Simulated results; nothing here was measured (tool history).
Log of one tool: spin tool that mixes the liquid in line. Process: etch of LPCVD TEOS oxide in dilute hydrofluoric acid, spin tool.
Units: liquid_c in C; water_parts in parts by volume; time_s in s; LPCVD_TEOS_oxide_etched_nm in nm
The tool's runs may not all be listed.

run,hour,liquid_c,water_parts,time_s,LPCVD_TEOS_oxide_etched_nm
1,0.0,22.0,190,95,24.742
2,1.7,21.0,205,95,21.701
3,6.6,21.0,170,95,27.046
4,15.2,24.5,170,95,31.060
5,19.6,22.5,190,95,25.162
6,27.7,22.5,235,95,19.563
7,29.2,18.5,260,95,14.822

Forecast run 8:
8,35.2,18.5,260,95,?

Run 8 gave LPCVD_TEOS_oxide_etched_nm 14.802 nm.

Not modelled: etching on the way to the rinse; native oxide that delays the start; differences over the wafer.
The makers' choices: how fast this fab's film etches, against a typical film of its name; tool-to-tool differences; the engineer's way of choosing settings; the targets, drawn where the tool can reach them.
